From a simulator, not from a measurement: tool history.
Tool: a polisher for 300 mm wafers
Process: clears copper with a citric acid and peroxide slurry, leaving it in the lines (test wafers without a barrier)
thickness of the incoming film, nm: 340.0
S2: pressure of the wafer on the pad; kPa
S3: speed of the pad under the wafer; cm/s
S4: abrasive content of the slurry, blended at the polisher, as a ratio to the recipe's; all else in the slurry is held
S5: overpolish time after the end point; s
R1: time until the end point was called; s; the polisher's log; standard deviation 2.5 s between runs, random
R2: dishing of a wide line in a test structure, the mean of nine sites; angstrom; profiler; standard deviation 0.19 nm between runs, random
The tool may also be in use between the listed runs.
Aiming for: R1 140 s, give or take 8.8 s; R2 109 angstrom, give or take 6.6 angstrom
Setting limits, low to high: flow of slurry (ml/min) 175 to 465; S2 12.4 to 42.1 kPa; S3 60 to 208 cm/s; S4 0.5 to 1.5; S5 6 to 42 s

run 1 hour=0 | flow_of_slurry_(ml/min)=295 S2=26.9 S3=134 S4=1 S5=21 | R1=110.72 R2=424.34
run 2 hour=5.6 | flow_of_slurry_(ml/min)=295 S2=25.5 S3=134 S4=1 S5=19 | R1=116.69 R2=368.95
run 3 hour=14.5 | flow_of_slurry_(ml/min)=295 S2=25.5 S3=134 S4=1.2 S5=19 | R1=117.38 R2=378.3
run 4 hour=21.6 | flow_of_slurry_(ml/min)=295 S2=24.1 S3=136 S4=1.15 S5=18 | R1=120.66 R2=344.54
run 5 hour=22.5 | flow_of_slurry_(ml/min)=290 S2=22.8 S3=138 S4=1.1 S5=17 | R1=127.81 R2=327.5
run 6 hour=25.5 | flow_of_slurry_(ml/min)=310 S2=23.4 S3=130 S4=1.05 S5=16 | R1=130 R2=289.03
run 7 hour=26.3 | flow_of_slurry_(ml/min)=325 S2=24.1 S3=122 S4=1 S5=15 | R1=135.6 R2=267.27
run 8 hour=27.2 | flow_of_slurry_(ml/min)=340 S2=24.8 S3=116 S4=0.95 S5=14 | R1=138.96 R2=246.1
run 9 hour=35.9 | flow_of_slurry_(ml/min)=355 S2=25.5 S3=112 S4=0.9 S5=13 | R1=142.71 R2=227.02
run 10 hour=41.4 | flow_of_slurry_(ml/min)=440 S2=24.8 S3=102 S4=0.65 S5=6 | R1=162.01 R2=95.195
run 11 hour=48.3 | flow_of_slurry_(ml/min)=440 S2=25.5 S3=102 S4=0.65 S5=6 | R1=153.33 R2=97.753
run 12 hour=49.2 | flow_of_slurry_(ml/min)=425 S2=26.9 S3=102 S4=0.65 S5=6 | R1=152.81 R2=99.888

Which single option among these 5 for the next run brings every result within its allowed miss of target? Just one does.
run A hour=50.1 | flow_of_slurry_(ml/min)=450 S2=15.9 S3=168 S4=0.6 S5=6 | R1=? R2=?
run B hour=50.1 | flow_of_slurry_(ml/min)=395 S2=22.8 S3=98 S4=1.05 S5=8 | R1=? R2=?
run C hour=50.1 | flow_of_slurry_(ml/min)=450 S2=37.2 S3=80 S4=0.5 S5=6 | R1=? R2=?
run D hour=50.1 | flow_of_slurry_(ml/min)=395 S2=21.4 S3=112 S4=0.5 S5=6 | R1=? R2=?
run E hour=50.1 | flow_of_slurry_(ml/min)=455 S2=25.5 S3=100 S4=0.55 S5=7 | R1=? R2=?

move=A R1=156.43 R2=96.632
move=B R1=174.97 R2=115.09
move=C R1=143.08 R2=106.4
move=D R1=178.67 R2=85.29
move=E R1=164.88 R2=107.28
A: the biggest miss grows against the last run
B: the biggest miss grows against the last run
C: hits every target within its allowed miss
D: the biggest miss grows against the last run
E: the biggest miss grows against the last run
Answer: C
